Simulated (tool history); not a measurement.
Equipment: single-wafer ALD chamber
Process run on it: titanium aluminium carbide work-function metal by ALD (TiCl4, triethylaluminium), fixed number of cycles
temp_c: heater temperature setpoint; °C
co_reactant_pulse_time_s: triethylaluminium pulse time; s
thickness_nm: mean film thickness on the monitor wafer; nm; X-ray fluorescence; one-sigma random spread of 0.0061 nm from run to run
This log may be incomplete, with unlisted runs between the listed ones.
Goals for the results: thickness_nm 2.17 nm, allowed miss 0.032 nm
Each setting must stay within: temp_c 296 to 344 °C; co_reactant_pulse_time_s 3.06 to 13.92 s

run 1 hour=0 | temp_c=320 co_reactant_pulse_time_s=8.49 | thickness_nm=2.0347
run 2 hour=6.5 | temp_c=327 co_reactant_pulse_time_s=8.49 | thickness_nm=2.1151
run 3 hour=11.6 | temp_c=318 co_reactant_pulse_time_s=8.49 | thickness_nm=2.0238
run 4 hour=14.6 | temp_c=318 co_reactant_pulse_time_s=9.53 | thickness_nm=2.0648
run 5 hour=21.8 | temp_c=318 co_reactant_pulse_time_s=10.74 | thickness_nm=2.1042
run 6 hour=29.3 | temp_c=318 co_reactant_pulse_time_s=9.09 | thickness_nm=2.0479
run 7 hour=34.5 | temp_c=321 co_reactant_pulse_time_s=9.26 | thickness_nm=2.0792
run 8 hour=36.2 | temp_c=323 co_reactant_pulse_time_s=9.38 | thickness_nm=2.0954
run 9 hour=44.8 | temp_c=325 co_reactant_pulse_time_s=9.52 | thickness_nm=2.1205

Exactly one of the 5 candidate moves below puts every result within its allowed miss. Which one?
run A hour=53.4 | temp_c=320 co_reactant_pulse_time_s=9.37 | thickness_nm=?
run B hour=53.4 | temp_c=330 co_reactant_pulse_time_s=9.57 | thickness_nm=?
run C hour=53.4 | temp_c=322 co_reactant_pulse_time_s=9.85 | thickness_nm=?
run D hour=53.4 | temp_c=321 co_reactant_pulse_time_s=8.31 | thickness_nm=?
run E hour=53.4 | temp_c=318 co_reactant_pulse_time_s=10.44 | thickness_nm=?

move=A thickness_nm=2.0746
move=B thickness_nm=2.1774
move=C thickness_nm=2.108
move=D thickness_nm=2.0414
move=E thickness_nm=2.0833
A: further off than the last run
B: each result inside its tolerance
C: further off than the last run
D: further off than the last run
E: further off than the last run
Go with B: it meets all targets.
